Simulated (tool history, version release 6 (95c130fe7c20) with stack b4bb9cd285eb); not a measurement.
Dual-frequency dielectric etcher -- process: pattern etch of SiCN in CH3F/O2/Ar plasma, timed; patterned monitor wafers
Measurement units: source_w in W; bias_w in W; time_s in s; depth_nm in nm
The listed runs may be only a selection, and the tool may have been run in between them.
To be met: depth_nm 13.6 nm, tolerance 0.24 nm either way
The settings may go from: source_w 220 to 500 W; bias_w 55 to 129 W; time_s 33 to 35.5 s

Run 1, hour 0: source_w 360 W, bias_w 92 W, time_s 35.5 s. Result: depth_nm 14.482 nm.
Run 2, hour 1.7: source_w 410 W, bias_w 92 W, time_s 35.5 s. Result: depth_nm 15.159 nm.
Run 3, hour 3.7: source_w 350 W, bias_w 92 W, time_s 35.5 s. Result: depth_nm 14.337 nm.
Run 4, hour 9: source_w 350 W, bias_w 108 W, time_s 35.5 s. Result: depth_nm 15.007 nm.
Run 5, hour 17.2: source_w 350 W, bias_w 115 W, time_s 35.5 s. Result: depth_nm 15.344 nm.
Run 6, hour 19.9: source_w 320 W, bias_w 113 W, time_s 35.5 s. Result: depth_nm 14.788 nm.
Run 7, hour 24.9: source_w 300 W, bias_w 112 W, time_s 35.5 s. Result: depth_nm 14.44 nm.
Run 8, hour 27.1: source_w 280 W, bias_w 111 W, time_s 35.5 s. Result: depth_nm 14.078 nm.
Run 9, hour 28.8: source_w 270 W, bias_w 111 W, time_s 35.5 s. Result: depth_nm 13.914 nm.

Consider the 5 candidate settings below. Which is the only one whose results all fall within their allowed miss of target?
Run A, hour 30.5: source_w 320 W, bias_w 119 W, time_s 33.5 s. Result: depth_nm ?.
Run B, hour 30.5: source_w 310 W, bias_w 123 W, time_s 34 s. Result: depth_nm ?.
Run C, hour 30.5: source_w 300 W, bias_w 117 W, time_s 33 s. Result: depth_nm ?.
Run D, hour 30.5: source_w 290 W, bias_w 98 W, time_s 34 s. Result: depth_nm ?.
Run E, hour 30.5: source_w 290 W, bias_w 111 W, time_s 35.5 s. Result: depth_nm ?.

move  depth_nm
   A    14.167
   B    14.374
   C    13.592
   D    13.143
   E    14.233
A: moves away from the targets compared with the last run
B: moves away from the targets compared with the last run
C: hits every target within its allowed miss
D: moves the result that the last run missed by most past its target, out the other side
E: moves away from the targets compared with the last run
So the answer is move C, the one that meets all the targets.
